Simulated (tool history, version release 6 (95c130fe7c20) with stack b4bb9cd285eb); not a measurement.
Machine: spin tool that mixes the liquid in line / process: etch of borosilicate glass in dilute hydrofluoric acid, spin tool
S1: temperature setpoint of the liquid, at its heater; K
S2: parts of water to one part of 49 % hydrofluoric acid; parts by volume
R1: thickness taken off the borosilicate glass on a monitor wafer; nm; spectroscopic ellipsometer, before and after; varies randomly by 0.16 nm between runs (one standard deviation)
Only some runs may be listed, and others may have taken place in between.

run 1 hour=0.0 | S1=298.15 S2=235 time_under_the_liquid_(s)=290 | R1=17.457
run 2 hour=1.3 | S1=299.65 S2=235 time_under_the_liquid_(s)=290 | R1=18.579
run 3 hour=9.1 | S1=299.65 S2=235 time_under_the_liquid_(s)=290 | R1=18.484
run 4 hour=11.4 | S1=299.65 S2=235 time_under_the_liquid_(s)=290 | R1=18.534
run 5 hour=15.8 | S1=298.15 S2=235 time_under_the_liquid_(s)=290 | R1=17.633
run 6 hour=17.2 | S1=298.15 S2=165 time_under_the_liquid_(s)=290 | R1=27.123
-- hour=23.0 hydrofluoric acid flow meter replaced
run 7 hour=23.0 | S1=297.15 S2=165 time_under_the_liquid_(s)=290 | R1=28.386
run 8 hour=24.2 | S1=297.15 S2=210 time_under_the_liquid_(s)=290 | R1=20.876
run 9 hour=30.1 | S1=297.65 S2=210 time_under_the_liquid_(s)=290 | R1=21.381

For run 10, what comes out?
run 10 hour=37.2 | S1=297.65 S2=205 time_under_the_liquid_(s)=290 | R1=?

For run 10 the tool returned R1 21.991 nm.

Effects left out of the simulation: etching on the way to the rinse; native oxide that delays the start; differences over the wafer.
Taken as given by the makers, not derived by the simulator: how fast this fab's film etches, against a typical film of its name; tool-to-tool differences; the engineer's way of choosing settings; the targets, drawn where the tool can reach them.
